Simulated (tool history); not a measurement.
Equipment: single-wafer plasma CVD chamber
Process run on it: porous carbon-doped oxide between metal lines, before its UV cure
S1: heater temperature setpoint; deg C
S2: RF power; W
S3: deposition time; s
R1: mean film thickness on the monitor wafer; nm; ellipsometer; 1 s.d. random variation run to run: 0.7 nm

run  hour   S1   S2    S3      R1
  1     0  300  565  26.3  166.39
  2   5.5  302  560  26.3  162.46
  3   9.7  303  560  26.3  161.64
  4  12.6  304  560  26.3  159.13
  5  14.3  304  630  26.3  173.31
  6  22.4  304  685  26.3  181.55
  7  27.8  304  685  26.3  182.02
  8  29.4  306  675  26.2  176.27
  9  33.6  308  670  26.2  174.71
 10  36.6  310  660  26.1  170.22
 11  44.5  311  650    26  167.62
 12  51.7  312  640  25.9  164.68
 13  54.4  312  640  25.9  164.69
 14  59.5  313  635  25.9   162.3
 15  68.2  314  630  25.9   160.7
 16  71.7  315  625  25.9  157.35
 17  77.7  316  625  25.9  158.22
 18  78.3  317  620  25.9  155.82
 19  83.7  318  620  25.9  155.68
 20  85.4  318  620  25.9  155.58

Run 21 has not been measured yet. What should we expect?
 21  93.7  319  620  25.9   ?

{"run 21": {"R1": 155.22}}

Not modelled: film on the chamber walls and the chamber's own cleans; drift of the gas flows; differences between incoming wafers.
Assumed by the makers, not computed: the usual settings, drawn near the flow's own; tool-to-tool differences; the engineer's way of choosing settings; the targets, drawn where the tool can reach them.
